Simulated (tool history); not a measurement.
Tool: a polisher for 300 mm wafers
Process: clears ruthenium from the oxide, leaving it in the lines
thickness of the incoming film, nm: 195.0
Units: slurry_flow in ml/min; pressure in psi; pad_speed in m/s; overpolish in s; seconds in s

run  hour  slurry_flow  pressure  pad_speed  overpolish  seconds
  1   0.0          300       2.2       1.00          11   146.32
  2   7.2          300       2.2       1.00           9   146.93
  3  15.4          300       2.2       0.88           9   163.16
  4  24.4          300       1.7       0.88           9   210.26
  5  28.7          300       2.1       0.88           9   172.08
  6  31.6          300       2.1       0.70           9   215.23
  7  37.7          300       2.0       0.70           9   225.41
  8  43.9          300       1.9       0.70           9   240.09
     51.0  -- worn pad replaced by a new one
  9  51.0          300       1.8       0.70           9   230.04

Run 10 comes next. What will it give?
 10  53.1          300       1.7       0.70           9        ?

seconds: 242.31 s
